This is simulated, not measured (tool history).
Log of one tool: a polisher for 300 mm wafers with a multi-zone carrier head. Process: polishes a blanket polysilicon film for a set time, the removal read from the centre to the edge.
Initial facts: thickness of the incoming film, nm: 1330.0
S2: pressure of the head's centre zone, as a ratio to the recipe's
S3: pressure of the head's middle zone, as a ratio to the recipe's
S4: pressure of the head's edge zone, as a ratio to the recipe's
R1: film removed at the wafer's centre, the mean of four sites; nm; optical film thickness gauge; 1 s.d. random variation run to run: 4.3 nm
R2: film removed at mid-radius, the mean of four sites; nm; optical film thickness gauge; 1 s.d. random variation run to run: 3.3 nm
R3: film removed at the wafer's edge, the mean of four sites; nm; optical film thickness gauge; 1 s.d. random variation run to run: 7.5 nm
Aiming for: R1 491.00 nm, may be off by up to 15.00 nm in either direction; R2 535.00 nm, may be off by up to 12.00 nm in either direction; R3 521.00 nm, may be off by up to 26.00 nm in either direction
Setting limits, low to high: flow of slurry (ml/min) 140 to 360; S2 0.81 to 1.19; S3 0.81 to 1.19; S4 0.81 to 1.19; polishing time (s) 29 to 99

{"run": 1, "hour": 0.0, "flow of slurry (ml/min)": 230, "S2": 1.0, "S3": 1.0, "S4": 1.0, "polishing time (s)": 64, "R1": 567.35, "R2": 544.41, "R3": 560.39}
{"run": 2, "hour": 7.2, "flow of slurry (ml/min)": 230, "S2": 1.0, "S3": 1.0, "S4": 1.0, "polishing time (s)": 55, "R1": 494.15, "R2": 469.7, "R3": 482.13}
{"run": 3, "hour": 10.2, "flow of slurry (ml/min)": 245, "S2": 0.99, "S3": 1.02, "S4": 1.02, "polishing time (s)": 55, "R1": 490.78, "R2": 483.52, "R3": 487.92}
{"run": 4, "hour": 16.9, "flow of slurry (ml/min)": 260, "S2": 0.98, "S3": 1.03, "S4": 1.04, "polishing time (s)": 55, "R1": 491.46, "R2": 480.98, "R3": 504.61}
{"run": 5, "hour": 18.8, "flow of slurry (ml/min)": 265, "S2": 0.97, "S3": 1.06, "S4": 1.04, "polishing time (s)": 55, "R1": 484.43, "R2": 492.33, "R3": 496.94}
{"run": 6, "hour": 20.6, "flow of slurry (ml/min)": 265, "S2": 0.91, "S3": 1.06, "S4": 1.04, "polishing time (s)": 55, "R1": 456.86, "R2": 502.52, "R3": 502.8}
{"run": 7, "hour": 25.3, "flow of slurry (ml/min)": 275, "S2": 0.92, "S3": 1.07, "S4": 1.04, "polishing time (s)": 55, "R1": 468.89, "R2": 505.08, "R3": 489.13}
{"run": 8, "hour": 26.6, "flow of slurry (ml/min)": 280, "S2": 0.92, "S3": 1.08, "S4": 1.05, "polishing time (s)": 56, "R1": 475.61, "R2": 517.25, "R3": 506.54}
{"run": 9, "hour": 31.8, "flow of slurry (ml/min)": 285, "S2": 0.92, "S3": 1.09, "S4": 1.06, "polishing time (s)": 56, "R1": 471.78, "R2": 523.65, "R3": 507.31}

Exercise: of the 4 proposed moves below, exactly one satisfies all targets within the stated allowed misses. Which move is it?
{"run": "A", "hour": 37.0, "flow of slurry (ml/min)": 270, "S2": 0.85, "S3": 1.16, "S4": 1.13, "polishing time (s)": 53, "R1": "?", "R2": "?", "R3": "?"}
{"run": "B", "hour": 37.0, "flow of slurry (ml/min)": 340, "S2": 0.93, "S3": 1.02, "S4": 1.01, "polishing time (s)": 56, "R1": "?", "R2": "?", "R3": "?"}
{"run": "C", "hour": 37.0, "flow of slurry (ml/min)": 325, "S2": 0.88, "S3": 1.19, "S4": 1.09, "polishing time (s)": 54, "R1": "?", "R2": "?", "R3": "?"}
{"run": "D", "hour": 37.0, "flow of slurry (ml/min)": 285, "S2": 0.96, "S3": 1.13, "S4": 1.1, "polishing time (s)": 56, "R1": "?", "R2": "?", "R3": "?"}

move=A R1=419.84 R2=524.03 R3=493.74
move=B R1=486.08 R2=505.16 R3=503.25
move=C R1=447.22 R2=554.04 R3=500.05
move=D R1=491.48 R2=543.56 R3=517.07
A: further off than the last run
B: gets the furthest-off result to its target, but another result is out of tolerance
C: further off than the last run
D: in spec on every target
The right move is D.
